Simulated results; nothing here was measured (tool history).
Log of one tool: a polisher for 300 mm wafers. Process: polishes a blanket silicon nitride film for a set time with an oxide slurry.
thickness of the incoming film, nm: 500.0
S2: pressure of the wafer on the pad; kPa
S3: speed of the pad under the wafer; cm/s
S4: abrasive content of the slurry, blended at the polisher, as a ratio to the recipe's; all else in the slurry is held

Run 1, hour 0.0: flow of slurry (ml/min) 165, S2 20.7 kPa, S3 96 cm/s, S4 1.0, polishing time (s) 29. Result: film removed (Å) 131.89.
Run 2, hour 1.5: flow of slurry (ml/min) 165, S2 20.7 kPa, S3 112 cm/s, S4 1.0, polishing time (s) 29. Result: film removed (Å) 149.59.
Run 3, hour 4.2: flow of slurry (ml/min) 165, S2 20.7 kPa, S3 112 cm/s, S4 0.8, polishing time (s) 29. Result: film removed (Å) 131.08.
Run 4, hour 10.6: flow of slurry (ml/min) 165, S2 20.7 kPa, S3 112 cm/s, S4 1.0, polishing time (s) 29. Result: film removed (Å) 148.61.
Run 5, hour 16.9: flow of slurry (ml/min) 155, S2 19.3 kPa, S3 112 cm/s, S4 1.0, polishing time (s) 29. Result: film removed (Å) 137.63.
Run 6, hour 18.2: flow of slurry (ml/min) 155, S2 22.1 kPa, S3 112 cm/s, S4 1.0, polishing time (s) 29. Result: film removed (Å) 155.11.
Run 7, hour 21.2: flow of slurry (ml/min) 155, S2 22.1 kPa, S3 112 cm/s, S4 1.0, polishing time (s) 29. Result: film removed (Å) 157.35.
Run 8, hour 22.4: flow of slurry (ml/min) 145, S2 20.0 kPa, S3 112 cm/s, S4 1.0, polishing time (s) 29. Result: film removed (Å) 142.47.
Run 9, hour 30.4: flow of slurry (ml/min) 145, S2 18.6 kPa, S3 112 cm/s, S4 1.0, polishing time (s) 29. Result: film removed (Å) 131.28.
Run 10, hour 37.2: flow of slurry (ml/min) 140, S2 17.9 kPa, S3 112 cm/s, S4 1.0, polishing time (s) 29. Result: film removed (Å) 128.30.
Run 11, hour 41.3: flow of slurry (ml/min) 135, S2 16.5 kPa, S3 112 cm/s, S4 1.0, polishing time (s) 29. Result: film removed (Å) 117.40.

The next listed run, before its measurement:
Run 12, hour 48.9: flow of slurry (ml/min) 130, S2 15.9 kPa, S3 112 cm/s, S4 1.0, polishing time (s) 29. Result: film removed (Å) ?.

{"run 12": {"film removed (Å)": 112.02}}

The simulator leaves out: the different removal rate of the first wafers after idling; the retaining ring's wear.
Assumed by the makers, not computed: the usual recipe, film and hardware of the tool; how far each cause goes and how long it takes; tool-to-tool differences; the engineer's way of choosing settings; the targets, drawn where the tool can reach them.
